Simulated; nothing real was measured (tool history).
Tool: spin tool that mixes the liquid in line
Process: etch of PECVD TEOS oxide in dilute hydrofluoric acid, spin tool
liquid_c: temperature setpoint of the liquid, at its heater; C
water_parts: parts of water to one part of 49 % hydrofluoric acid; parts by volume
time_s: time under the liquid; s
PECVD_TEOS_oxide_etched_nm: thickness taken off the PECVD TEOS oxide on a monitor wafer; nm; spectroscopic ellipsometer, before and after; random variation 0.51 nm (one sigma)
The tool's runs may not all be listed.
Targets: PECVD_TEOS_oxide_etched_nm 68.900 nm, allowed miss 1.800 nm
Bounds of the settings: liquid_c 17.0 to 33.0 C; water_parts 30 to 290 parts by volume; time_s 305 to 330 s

run    day  liquid_c  water_parts  time_s  PECVD_TEOS_oxide_etched_nm
  1  0.000      25.0          160     305                      41.480
  2  0.275      21.5          160     305                      36.582
  3  0.600      21.5          160     330                      39.331
  4  0.892      25.0          155     330                      47.014
  5  0.921      22.5          155     330                      42.064
  6  1.154      25.5          150     330                      49.400
  7  1.250      28.0          145     330                      56.446
  8  1.546      29.5          145     330                      59.333
  9  1.646      30.5          145     330                      61.587
 10  1.733      31.0          145     330                      62.851
 11  1.808      31.5          145     330                      63.908
 12  2.058      31.5          145     330                      64.263
 13  2.396      32.0          145     330                      65.302
 14  2.496      32.5          145     330                      66.249

Which of these 4 next moves meets every target?
  A  2.596      31.5          130     330                           ?
  B  2.596      28.0          115     305                           ?
  C  2.596      33.0          150     325                           ?
  D  2.596      33.0          135     330                           ?

move  PECVD_TEOS_oxide_etched_nm
   A                      72.416
   B                      67.868
   C                      63.386
   D                      73.047
A: takes the result that was furthest off past its target
B: meets every target
C: further off than the last run
D: takes the result that was furthest off past its target
The right move is B.
